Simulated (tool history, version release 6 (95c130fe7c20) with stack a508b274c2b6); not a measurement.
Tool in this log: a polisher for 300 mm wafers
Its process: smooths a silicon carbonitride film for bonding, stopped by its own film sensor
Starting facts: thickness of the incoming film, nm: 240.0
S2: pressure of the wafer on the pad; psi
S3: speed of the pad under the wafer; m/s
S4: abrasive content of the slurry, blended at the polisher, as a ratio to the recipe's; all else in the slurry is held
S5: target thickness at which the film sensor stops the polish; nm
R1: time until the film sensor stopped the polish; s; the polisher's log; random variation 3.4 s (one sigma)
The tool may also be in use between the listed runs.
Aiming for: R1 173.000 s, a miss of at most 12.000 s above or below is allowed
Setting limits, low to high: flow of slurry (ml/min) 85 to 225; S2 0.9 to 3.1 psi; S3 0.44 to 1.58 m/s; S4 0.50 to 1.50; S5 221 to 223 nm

Run 1, hour 0.0: flow of slurry (ml/min) 145, S2 2.0 psi, S3 1.00 m/s, S4 1.00, S5 221 nm. Result: R1 82.152 s.
Run 2, hour 4.6: flow of slurry (ml/min) 145, S2 2.0 psi, S3 1.10 m/s, S4 1.00, S5 221 nm. Result: R1 73.644 s.
Run 3, hour 6.9: flow of slurry (ml/min) 170, S2 2.0 psi, S3 1.10 m/s, S4 1.00, S5 221 nm. Result: R1 73.035 s.
Run 4, hour 11.3: flow of slurry (ml/min) 170, S2 1.8 psi, S3 1.02 m/s, S4 1.00, S5 221 nm. Result: R1 87.422 s.
Run 5, hour 16.5: flow of slurry (ml/min) 170, S2 1.5 psi, S3 1.02 m/s, S4 1.00, S5 221 nm. Result: R1 100.990 s.
Run 6, hour 19.9: flow of slurry (ml/min) 160, S2 1.5 psi, S3 1.02 m/s, S4 1.00, S5 221 nm. Result: R1 104.600 s.
Run 7, hour 26.2: flow of slurry (ml/min) 160, S2 1.4 psi, S3 0.98 m/s, S4 1.00, S5 221 nm. Result: R1 116.650 s.
Run 8, hour 34.5: flow of slurry (ml/min) 160, S2 0.9 psi, S3 0.84 m/s, S4 0.95, S5 221 nm. Result: R1 205.900 s.

Next run, 4 choices. One meets every target within its allowed miss, the rest don't. Which?
Run A, hour 42.8: flow of slurry (ml/min) 170, S2 0.9 psi, S3 0.74 m/s, S4 1.00, S5 221 nm. Result: R1 ?.
Run B, hour 42.8: flow of slurry (ml/min) 155, S2 0.9 psi, S3 0.70 m/s, S4 0.95, S5 221 nm. Result: R1 ?.
Run C, hour 42.8: flow of slurry (ml/min) 165, S2 0.9 psi, S3 0.68 m/s, S4 0.95, S5 221 nm. Result: R1 ?.
Run D, hour 42.8: flow of slurry (ml/min) 135, S2 1.2 psi, S3 0.70 m/s, S4 1.15, S5 221 nm. Result: R1 ?.

move       R1
   A  211.950
   B  230.970
   C  233.790
   D  165.300
A: misses by more than the last run did
B: misses by more than the last run did
C: misses by more than the last run did
D: hits every target within its allowed miss
Answer: D
